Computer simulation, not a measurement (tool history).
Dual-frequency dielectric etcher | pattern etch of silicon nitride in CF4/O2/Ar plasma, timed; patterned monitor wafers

run,hour,source power (kW),bias power (kW),Ar flow (sccm),CF4 flow (sccm),etch time (s),mean etch depth across the wafer (angstrom)
1,0,0.59,0.048,78,121,65.5,1467.6
2,1.7,0.6,0.048,78,121,65.5,1469.5
3,2.2,0.61,0.048,78,121,65.5,1501
4,5.4,0.62,0.048,78,121,65.5,1523.3
5,12.5,0.62,0.048,78,103,65.5,1484.1
6,13.8,0.62,0.048,78,103,65.5,1481.1

Forecast run 7:
7,14.7,0.63,0.048,78,103,65.5,?

mean etch depth across the wafer (angstrom): 1500.1
